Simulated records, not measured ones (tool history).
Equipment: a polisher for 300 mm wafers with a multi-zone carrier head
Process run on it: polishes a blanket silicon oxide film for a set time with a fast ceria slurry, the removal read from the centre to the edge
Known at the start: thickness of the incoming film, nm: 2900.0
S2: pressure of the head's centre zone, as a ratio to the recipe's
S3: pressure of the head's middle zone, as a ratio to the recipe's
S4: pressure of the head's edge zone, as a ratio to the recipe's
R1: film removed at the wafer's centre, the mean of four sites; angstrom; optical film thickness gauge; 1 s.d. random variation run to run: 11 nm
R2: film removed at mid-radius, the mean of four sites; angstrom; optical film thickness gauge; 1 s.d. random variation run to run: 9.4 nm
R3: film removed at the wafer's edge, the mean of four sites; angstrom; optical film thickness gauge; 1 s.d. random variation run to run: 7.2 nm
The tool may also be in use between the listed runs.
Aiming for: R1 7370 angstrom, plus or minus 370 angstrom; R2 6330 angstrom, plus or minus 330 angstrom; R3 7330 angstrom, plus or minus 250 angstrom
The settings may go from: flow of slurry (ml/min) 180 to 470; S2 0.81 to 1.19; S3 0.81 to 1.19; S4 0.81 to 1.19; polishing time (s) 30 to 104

run 1 hour=0 | flow_of_slurry_(ml/min)=300 S2=1 S3=1 S4=1 polishing_time_(s)=67 | R1=5372.6 R2=5274.1 R3=5319.2
run 2 hour=3.6 | flow_of_slurry_(ml/min)=300 S2=1.01 S3=0.99 S4=1.02 polishing_time_(s)=70 | R1=5493 R2=5477.9 R3=5656.4
run 3 hour=6.2 | flow_of_slurry_(ml/min)=235 S2=1.01 S3=0.99 S4=1.02 polishing_time_(s)=70 | R1=5159.2 R2=5281.9 R3=5446.1
run 4 hour=8.4 | flow_of_slurry_(ml/min)=260 S2=1.03 S3=0.98 S4=1.04 polishing_time_(s)=72 | R1=5585.7 R2=5630.3 R3=5678
run 5 hour=14.1 | flow_of_slurry_(ml/min)=260 S2=1.03 S3=0.94 S4=1.04 polishing_time_(s)=72 | R1=5558 R2=5256.9 R3=5624.1
run 6 hour=22.4 | flow_of_slurry_(ml/min)=280 S2=1.03 S3=0.93 S4=1.06 polishing_time_(s)=74 | R1=5765.4 R2=5352.6 R3=5971.8
run 7 hour=28.7 | flow_of_slurry_(ml/min)=300 S2=1.04 S3=0.93 S4=1.08 polishing_time_(s)=75 | R1=6064.5 R2=5484.1 R3=6124.5
run 8 hour=35.9 | flow_of_slurry_(ml/min)=315 S2=1.04 S3=0.93 S4=1.1 polishing_time_(s)=76 | R1=6254.7 R2=5647.1 R3=6241
run 9 hour=39.9 | flow_of_slurry_(ml/min)=325 S2=1.04 S3=0.93 S4=1.11 polishing_time_(s)=77 | R1=6199.7 R2=5786.9 R3=6381.3
run 10 hour=44.2 | flow_of_slurry_(ml/min)=335 S2=1.05 S3=0.92 S4=1.12 polishing_time_(s)=78 | R1=6507 R2=5953.2 R3=6510.7
run 11 hour=47 | flow_of_slurry_(ml/min)=345 S2=1.05 S3=0.91 S4=1.13 polishing_time_(s)=79 | R1=6491.5 R2=5883.1 R3=6707.8
run 12 hour=55 | flow_of_slurry_(ml/min)=350 S2=1.06 S3=0.91 S4=1.14 polishing_time_(s)=80 | R1=6508.5 R2=5960.6 R3=6751

5 candidate next runs follow, results not yet known. Just one meets every target within its allowed miss. Identify it.
run A hour=63 | flow_of_slurry_(ml/min)=380 S2=1.06 S3=0.86 S4=1.1 polishing_time_(s)=87 | R1=? R2=? R3=?
run B hour=63 | flow_of_slurry_(ml/min)=365 S2=1.01 S3=1.17 S4=1.12 polishing_time_(s)=80 | R1=? R2=? R3=?
run C hour=63 | flow_of_slurry_(ml/min)=345 S2=1.19 S3=0.9 S4=1.03 polishing_time_(s)=78 | R1=? R2=? R3=?
run D hour=63 | flow_of_slurry_(ml/min)=330 S2=0.95 S3=1.1 S4=1.16 polishing_time_(s)=86 | R1=? R2=? R3=?
run E hour=63 | flow_of_slurry_(ml/min)=415 S2=1.04 S3=1.1 S4=1.19 polishing_time_(s)=75 | R1=? R2=? R3=?

move=A R1=7407.3 R2=6212.5 R3=7256.2
move=B R1=6514.4 R2=7075.2 R3=6693.4
move=C R1=7298.7 R2=5694.3 R3=6253.6
move=D R1=6567.9 R2=7207.4 R3=7282
move=E R1=6334.5 R2=6403.2 R3=6530.6
A: all results in spec
B: lands further from the targets than the last run did
C: gets the furthest-off result to its target, but another result is out of tolerance
D: lands further from the targets than the last run did
E: lands further from the targets than the last run did
Correct choice: A, which meets every target
